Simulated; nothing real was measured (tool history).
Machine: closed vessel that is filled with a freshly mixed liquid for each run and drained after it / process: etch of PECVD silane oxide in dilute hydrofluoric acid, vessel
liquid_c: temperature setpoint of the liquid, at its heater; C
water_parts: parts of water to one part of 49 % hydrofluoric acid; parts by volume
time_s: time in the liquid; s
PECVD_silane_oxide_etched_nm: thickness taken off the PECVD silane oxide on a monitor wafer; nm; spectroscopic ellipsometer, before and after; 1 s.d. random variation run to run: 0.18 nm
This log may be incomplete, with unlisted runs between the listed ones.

{"run": 1, "day": 0.0, "liquid_c": 22.0, "water_parts": 190, "time_s": 95, "PECVD_silane_oxide_etched_nm": 15.048}
{"run": 2, "day": 0.329, "liquid_c": 19.5, "water_parts": 190, "time_s": 95, "PECVD_silane_oxide_etched_nm": 14.047}
{"run": 3, "day": 0.642, "liquid_c": 22.0, "water_parts": 185, "time_s": 95, "PECVD_silane_oxide_etched_nm": 15.754}
{"run": 4, "day": 0.979, "liquid_c": 19.0, "water_parts": 185, "time_s": 95, "PECVD_silane_oxide_etched_nm": 13.885}
{"run": 5, "day": 1.267, "liquid_c": 17.0, "water_parts": 185, "time_s": 95, "PECVD_silane_oxide_etched_nm": 13.103}
{"run": 6, "day": 1.358, "liquid_c": 19.5, "water_parts": 180, "time_s": 95, "PECVD_silane_oxide_etched_nm": 14.583}
{"run": 7, "day": 1.642, "liquid_c": 21.5, "water_parts": 180, "time_s": 95, "PECVD_silane_oxide_etched_nm": 15.821}
{"run": 8, "day": 1.912, "liquid_c": 23.0, "water_parts": 180, "time_s": 95, "PECVD_silane_oxide_etched_nm": 16.715}

Predict the results of run 9:
{"run": 9, "day": 2.096, "liquid_c": 24.0, "water_parts": 180, "time_s": 95, "PECVD_silane_oxide_etched_nm": "?"}

Run 9 yielded PECVD_silane_oxide_etched_nm 17.630 nm.
